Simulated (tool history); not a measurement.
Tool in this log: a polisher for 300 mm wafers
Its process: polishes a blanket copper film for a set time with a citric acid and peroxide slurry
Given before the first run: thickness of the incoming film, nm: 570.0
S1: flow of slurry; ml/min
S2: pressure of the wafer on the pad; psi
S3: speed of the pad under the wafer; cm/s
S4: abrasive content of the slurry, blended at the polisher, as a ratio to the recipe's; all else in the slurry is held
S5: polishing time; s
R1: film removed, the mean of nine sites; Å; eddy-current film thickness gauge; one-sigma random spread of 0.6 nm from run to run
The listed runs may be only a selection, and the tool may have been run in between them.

run 1 hour=0.0 | S1=285 S2=2.3 S3=92 S4=1.0 S5=120 | R1=2223.10
run 2 hour=3.0 | S1=285 S2=2.3 S3=74 S4=1.0 S5=120 | R1=1791.20
run 3 hour=8.2 | S1=285 S2=2.3 S3=74 S4=1.0 S5=125 | R1=1891.40
run 4 hour=15.0 | S1=285 S2=2.3 S3=74 S4=1.0 S5=120 | R1=1772.10
run 5 hour=22.8 | S1=280 S2=1.9 S3=70 S4=1.0 S5=120 | R1=1417.80
run 6 hour=28.6 | S1=275 S2=1.6 S3=68 S4=1.0 S5=120 | R1=1155.50
run 7 hour=33.7 | S1=265 S2=1.5 S3=68 S4=1.0 S5=120 | R1=1091.90
run 8 hour=42.5 | S1=250 S2=1.4 S3=68 S4=1.0 S5=120 | R1=1019.40
run 9 hour=43.2 | S1=235 S2=1.3 S3=68 S4=1.0 S5=120 | R1=942.60
run 10 hour=46.0 | S1=220 S2=1.3 S3=68 S4=1.0 S5=120 | R1=933.36
run 11 hour=54.2 | S1=210 S2=1.3 S3=68 S4=1.0 S5=120 | R1=940.48
run 12 hour=59.5 | S1=210 S2=1.1 S3=68 S4=1.0 S5=120 | R1=797.60

Predict the results of run 13:
run 13 hour=64.1 | S1=230 S2=1.1 S3=68 S4=1.0 S5=120 | R1=?

For run 13 the tool returned R1 815.15 Å.
